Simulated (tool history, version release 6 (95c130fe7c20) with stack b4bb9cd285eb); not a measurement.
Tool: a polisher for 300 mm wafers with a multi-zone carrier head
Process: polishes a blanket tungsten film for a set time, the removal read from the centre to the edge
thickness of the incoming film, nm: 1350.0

run	hour	flow of slurry (ml/min)	pressure of the head's centre zone	pressure of the head's middle zone	pressure of the head's edge zone	abrasive content of the slurry	polishing time (s)	film removed at the wafer's centre (Å)	film removed at mid-radius (Å)	film removed at the wafer's edge (Å)
1	0	195	1	1	1	1	45	2585.9	2625.1	2686
2	6	195	1	1	1	1	50	2888.7	2895	3014.1
3	12.5	195	1	1	0.93	1	50	2977.7	2909.7	2897.9
4	20.5	160	1	1	0.93	1	50	2903.6	2767.7	2824
5	24.4	160	1	1.09	0.93	1	50	2750.3	3000.6	2795
6	25.5	160	1	1.09	0.92	0.95	50	2850.2	2985.5	2799.6
7	26.2	160	0.99	1.1	0.91	0.9	49	2731.3	2943.8	2686.3
8	31.1	155	0.98	1.1	0.9	0.85	49	2574.5	2921.4	2634.7
9	36.4	155	0.98	1.1	0.89	0.8	49	2597.6	2798.4	2593.3
10	38.1	155	0.98	1.11	0.88	0.8	49	2570.5	2829.1	2587.7
11	44.3	155	0.98	1.11	0.87	0.8	49	2569.3	2828	2577.7
12	48.7	155	0.98	1.11	0.86	0.8	49	2669.7	2842.7	2577.1
13	54.4	140	0.93	1.12	0.82	0.55	48	2219.4	2568.7	2261

The next listed run, before its measurement:
14	58.9	145	0.93	1.12	0.82	0.55	48	?	?	?

Run 14 gave film removed at the wafer's centre (Å) 2176.7, film removed at mid-radius (Å) 2550.5, film removed at the wafer's edge (Å) 2247.8.
